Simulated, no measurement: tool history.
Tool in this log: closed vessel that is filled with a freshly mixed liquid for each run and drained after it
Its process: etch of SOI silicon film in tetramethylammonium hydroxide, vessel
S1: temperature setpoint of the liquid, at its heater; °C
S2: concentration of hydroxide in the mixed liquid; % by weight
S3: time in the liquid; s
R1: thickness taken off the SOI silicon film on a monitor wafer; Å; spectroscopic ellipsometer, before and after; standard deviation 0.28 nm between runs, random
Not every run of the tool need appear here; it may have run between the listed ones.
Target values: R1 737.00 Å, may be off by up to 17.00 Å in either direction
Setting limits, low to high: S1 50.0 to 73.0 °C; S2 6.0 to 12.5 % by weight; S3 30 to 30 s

| run | hour | S1 | S2 | S3 | R1 |
|---|---|---|---|---|---|
| 1 | 0.0 | 60.0 | 8.5 | 30 | 1284.20 |
| 2 | 7.4 | 60.0 | 9.0 | 30 | 1260.60 |
| 3 | 8.5 | 60.0 | 9.0 | 30 | 1250.80 |
| 4 | 11.1 | 58.5 | 9.0 | 30 | 1134.80 |
|  | 18.8 | hydroxide flow meter replaced |
| 5 | 18.8 | 58.5 | 9.0 | 30 | 1123.20 |
| 6 | 25.2 | 61.0 | 9.0 | 30 | 1307.50 |
| 7 | 30.0 | 61.0 | 9.0 | 30 | 1310.80 |
| 8 | 35.6 | 54.5 | 9.0 | 30 | 868.14 |
| 9 | 36.5 | 54.0 | 9.0 | 30 | 837.59 |
| 10 | 38.8 | 53.5 | 9.0 | 30 | 812.03 |
| 11 | 43.6 | 52.5 | 9.0 | 30 | 762.30 |

Of the 4 settings listed for the next run, only one would bring every result within its allowed miss of target. Which one?
| A | 48.4 | 52.5 | 11.0 | 30 | ? |
| B | 48.4 | 52.0 | 7.5 | 30 | ? |
| C | 48.4 | 54.0 | 10.5 | 30 | ? |
| D | 48.4 | 51.5 | 8.0 | 30 | ? |

| move | R1 |
|---|---|
| A | 705.31 |
| B | 779.08 |
| C | 790.69 |
| D | 739.44 |
A: the result that was furthest off in the last run now lies on the other side of its target
B: moves away from the targets compared with the last run
C: moves away from the targets compared with the last run
D: hits every target within its allowed miss
Correct choice: D, which meets every target
